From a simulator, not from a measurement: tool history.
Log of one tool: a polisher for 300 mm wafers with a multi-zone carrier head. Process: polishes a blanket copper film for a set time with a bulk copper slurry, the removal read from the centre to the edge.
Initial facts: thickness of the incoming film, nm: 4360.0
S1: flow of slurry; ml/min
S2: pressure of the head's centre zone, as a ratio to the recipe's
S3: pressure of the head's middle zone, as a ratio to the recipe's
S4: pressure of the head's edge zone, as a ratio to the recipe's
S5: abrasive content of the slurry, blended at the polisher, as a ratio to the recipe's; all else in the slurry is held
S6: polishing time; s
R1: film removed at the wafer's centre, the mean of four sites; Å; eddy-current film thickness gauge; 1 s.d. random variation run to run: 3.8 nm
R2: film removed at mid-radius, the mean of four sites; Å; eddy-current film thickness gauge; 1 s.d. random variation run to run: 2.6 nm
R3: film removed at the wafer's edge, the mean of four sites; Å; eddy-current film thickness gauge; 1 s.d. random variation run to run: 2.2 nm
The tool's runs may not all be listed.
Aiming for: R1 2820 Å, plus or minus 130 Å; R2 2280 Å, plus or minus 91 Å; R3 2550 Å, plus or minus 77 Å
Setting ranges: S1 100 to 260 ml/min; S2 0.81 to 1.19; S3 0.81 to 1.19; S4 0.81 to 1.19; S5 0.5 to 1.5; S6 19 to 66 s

{"run": 1, "hour": 0.0, "S1": 165, "S2": 1, "S3": 1, "S4": 1, "S5": 1, "S6": 42, "R1": 2855.5, "R2": 2743.4, "R3": 2828.4}
{"run": 2, "hour": 6.6, "S1": 160, "S2": 1.01, "S3": 0.97, "S4": 0.98, "S5": 0.95, "S6": 42, "R1": 2855.2, "R2": 2693.8, "R3": 2763.3}
{"run": 3, "hour": 15.0, "S1": 160, "S2": 1.01, "S3": 0.92, "S4": 0.98, "S5": 0.95, "S6": 42, "R1": 2841.9, "R2": 2511.3, "R3": 2785.4}
{"run": 4, "hour": 21.2, "S1": 155, "S2": 1.02, "S3": 0.91, "S4": 0.96, "S5": 0.95, "S6": 42, "R1": 2926, "R2": 2503.1, "R3": 2718.8}
{"run": 5, "hour": 28.4, "S1": 190, "S2": 1.02, "S3": 0.91, "S4": 0.96, "S5": 0.95, "S6": 42, "R1": 2889.7, "R2": 2582, "R3": 2797.9}
{"run": 6, "hour": 30.0, "S1": 190, "S2": 1.02, "S3": 0.91, "S4": 0.96, "S5": 1.1, "S6": 42, "R1": 2980.9, "R2": 2644.5, "R3": 2859.2}
{"run": 7, "hour": 33.0, "S1": 185, "S2": 1.02, "S3": 0.89, "S4": 0.94, "S5": 1.05, "S6": 42, "R1": 2970.7, "R2": 2596.8, "R3": 2855.2}
{"run": 8, "hour": 41.7, "S1": 155, "S2": 1.08, "S3": 0.85, "S4": 0.87, "S5": 0.8, "S6": 39, "R1": 2698.4, "R2": 2162.4, "R3": 2373.5}
{"run": 9, "hour": 42.4, "S1": 160, "S2": 1.08, "S3": 0.85, "S4": 0.88, "S5": 0.8, "S6": 39, "R1": 2755.8, "R2": 2178.2, "R3": 2414.8}
{"run": 10, "hour": 43.3, "S1": 165, "S2": 1.08, "S3": 0.85, "S4": 0.89, "S5": 0.8, "S6": 39, "R1": 2781, "R2": 2143.3, "R3": 2444.7}
{"run": 11, "hour": 44.1, "S1": 170, "S2": 1.08, "S3": 0.86, "S4": 0.89, "S5": 0.8, "S6": 39, "R1": 2760.4, "R2": 2217.4, "R3": 2423.1}
{"run": 12, "hour": 48.6, "S1": 175, "S2": 1.08, "S3": 0.86, "S4": 0.9, "S5": 0.8, "S6": 39, "R1": 2774.5, "R2": 2282.7, "R3": 2450}
{"run": 13, "hour": 51.9, "S1": 175, "S2": 1.08, "S3": 0.86, "S4": 0.91, "S5": 0.8, "S6": 39, "R1": 2879.9, "R2": 2250.6, "R3": 2452.1}
{"run": 14, "hour": 54.0, "S1": 175, "S2": 1.07, "S3": 0.86, "S4": 0.91, "S5": 0.8, "S6": 39, "R1": 2727.6, "R2": 2248.6, "R3": 2472.8}
{"run": 15, "hour": 61.0, "S1": 175, "S2": 1.07, "S3": 0.86, "S4": 0.92, "S5": 0.8, "S6": 39, "R1": 2806.5, "R2": 2240.2, "R3": 2441.5}

Below are 5 possible settings for the next run. Only one of them brings all results inside the allowed miss of their targets. Which is it?
{"run": "A", "hour": 68.0, "S1": 165, "S2": 1.08, "S3": 0.88, "S4": 0.97, "S5": 0.5, "S6": 42, "R1": "?", "R2": "?", "R3": "?"}
{"run": "B", "hour": 68.0, "S1": 180, "S2": 1.11, "S3": 0.87, "S4": 0.85, "S5": 0.7, "S6": 39, "R1": "?", "R2": "?", "R3": "?"}
{"run": "C", "hour": 68.0, "S1": 225, "S2": 1.11, "S3": 0.97, "S4": 1, "S5": 0.75, "S6": 35, "R1": "?", "R2": "?", "R3": "?"}
{"run": "D", "hour": 68.0, "S1": 220, "S2": 1.19, "S3": 0.96, "S4": 0.95, "S5": 0.65, "S6": 36, "R1": "?", "R2": "?", "R3": "?"}
{"run": "E", "hour": 68.0, "S1": 195, "S2": 1.19, "S3": 0.99, "S4": 0.94, "S5": 0.5, "S6": 37, "R1": "?", "R2": "?", "R3": "?"}

move=A R1=2828.3 R2=2225.6 R3=2519.6
move=B R1=2864.4 R2=2168.1 R3=2321.8
move=C R1=2697.5 R2=2224.2 R3=2323.3
move=D R1=2909.3 R2=2217.6 R3=2282.9
move=E R1=2840 R2=2225.8 R3=2230.8
A: in spec on every target
B: further off than the last run
C: further off than the last run
D: further off than the last run
E: further off than the last run
A is the move that brings every result within its allowed miss.

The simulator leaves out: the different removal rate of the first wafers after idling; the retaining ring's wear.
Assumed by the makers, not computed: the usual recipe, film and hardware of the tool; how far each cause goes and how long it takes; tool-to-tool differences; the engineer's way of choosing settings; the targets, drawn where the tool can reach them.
